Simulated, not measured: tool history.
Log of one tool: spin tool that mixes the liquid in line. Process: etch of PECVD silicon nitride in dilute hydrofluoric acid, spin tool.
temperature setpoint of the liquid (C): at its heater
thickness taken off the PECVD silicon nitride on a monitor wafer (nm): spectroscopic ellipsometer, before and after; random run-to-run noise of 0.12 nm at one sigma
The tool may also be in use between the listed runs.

run  hour  temperature setpoint of the liquid (C)  parts of water to one part of 49 % hydrofluoric acid (parts by volume)  time under the liquid (s)  thickness taken off the PECVD silicon nitride on a monitor wafer (nm)
  1     0                                      23                                                                      70                        275                                                                 19.746
  2   7.3                                      23                                                                      70                        275                                                                 19.964
  3  13.4                                      24                                                                      70                        275                                                                 21.243
  4  20.9                                    21.5                                                                      70                        275                                                                 18.054
  5  29.4                                      24                                                                      70                        275                                                                 21.306
  6  30.5                                    24.5                                                                      70                        275                                                                 22.247
  7    38                                      25                                                                      70                        275                                                                 22.783

For run 8, what comes out?
  8  41.4                                      27                                                                      70                        275                                                                      ?

thickness taken off the PECVD silicon nitride on a monitor wafer (nm): 25.897
